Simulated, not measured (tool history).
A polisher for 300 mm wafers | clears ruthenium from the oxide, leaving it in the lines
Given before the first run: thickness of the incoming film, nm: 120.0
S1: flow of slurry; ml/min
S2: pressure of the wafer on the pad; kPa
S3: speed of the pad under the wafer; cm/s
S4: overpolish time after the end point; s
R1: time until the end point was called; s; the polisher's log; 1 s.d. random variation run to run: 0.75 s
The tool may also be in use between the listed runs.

run 1 day=0 | S1=270 S2=15.9 S3=94 S4=38 | R1=80.656
run 2 day=0.075 | S1=270 S2=17.2 S3=94 S4=38 | R1=76.801
run 3 day=0.233 | S1=270 S2=17.2 S3=94 S4=41 | R1=75.998
run 4 day=0.6 | S1=305 S2=17.2 S3=94 S4=41 | R1=75.99
run 5 day=0.833 | S1=305 S2=18.6 S3=94 S4=41 | R1=71.053
run 6 day=0.912 | S1=305 S2=20 S3=94 S4=41 | R1=64.362
run 7 day=0.962 | S1=305 S2=20.7 S3=94 S4=41 | R1=63.188
run 8 day=1.279 | S1=305 S2=21.4 S3=94 S4=41 | R1=60.52

Estimate the outcome of run 9 from the log above:
run 9 day=1.304 | S1=305 S2=22.1 S3=94 S4=41 | R1=?

Logged for run 9: R1 58.879 s.
